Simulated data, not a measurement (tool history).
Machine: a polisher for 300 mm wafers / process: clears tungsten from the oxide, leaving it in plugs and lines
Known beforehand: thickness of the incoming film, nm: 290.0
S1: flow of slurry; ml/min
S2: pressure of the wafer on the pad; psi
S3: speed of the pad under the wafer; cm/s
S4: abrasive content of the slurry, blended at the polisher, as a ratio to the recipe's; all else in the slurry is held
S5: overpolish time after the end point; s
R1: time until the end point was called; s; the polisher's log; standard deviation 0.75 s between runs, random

run,hour,S1,S2,S3,S4,S5,R1
1,0,230,2.5,102,1,9,112.13
2,7.9,230,2.8,102,1,9,99.158
3,12.9,230,2.8,86,1,9,113.14
4,21.8,230,2.8,86,1.15,9,108.59
5,25.8,230,3.1,86,1.15,9,98.283
6,32.7,230,3.3,86,1.15,9,92.912
7,35.3,230,3.5,88,1.15,9,85.029

Run 8, settings as shown, results not yet in. Your forecast:
8,36,230,3.6,88,1.15,9,?

{"run 8": {"R1": 84.415}}
